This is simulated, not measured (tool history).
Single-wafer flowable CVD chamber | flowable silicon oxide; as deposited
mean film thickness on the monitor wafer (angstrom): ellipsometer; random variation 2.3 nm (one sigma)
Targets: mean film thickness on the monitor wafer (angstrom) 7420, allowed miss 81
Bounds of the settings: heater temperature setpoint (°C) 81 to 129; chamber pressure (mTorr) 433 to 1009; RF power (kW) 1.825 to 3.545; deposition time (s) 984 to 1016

run  hour  heater temperature setpoint (°C)  chamber pressure (mTorr)  RF power (kW)  deposition time (s)  mean film thickness on the monitor wafer (angstrom)
  1     0                               105                       721          2.685                  984                                               4944.9
  2   5.3                               105                       721          2.685                 1016                                               5111.8
  3  10.6                               115                       721          2.685                 1016                                               3857.5
  4  19.2                               119                       721          2.685                 1016                                               3480.4
  5  27.9                               119                       721          2.925                 1016                                                 3485
  6  36.1                               110                       721          2.925                 1016                                               4477.4
  7  36.8                               104                       721          2.925                 1016                                               5318.7
  8  44.1                               100                       721          2.925                 1016                                               6024.3
  9  44.9                                92                       721          2.925                 1016                                                 7587

Which of these 4 next moves meets every target?
  A  45.7                                92                       742           2.91                 1012                                                    ?
  B  45.7                                91                       750           2.78                  986                                                    ?
  C  45.7                                91                       709           2.73                  985                                                    ?
  D  45.7                                93                       746           3.17                 1016                                                    ?

move  mean film thickness on the monitor wafer (angstrom)
   A                                               7796.3
   B                                               7874.2
   C                                               7438.3
   D                                               7694.7
A: further off than the last run
B: further off than the last run
C: meets every target
D: further off than the last run
The right move is C.
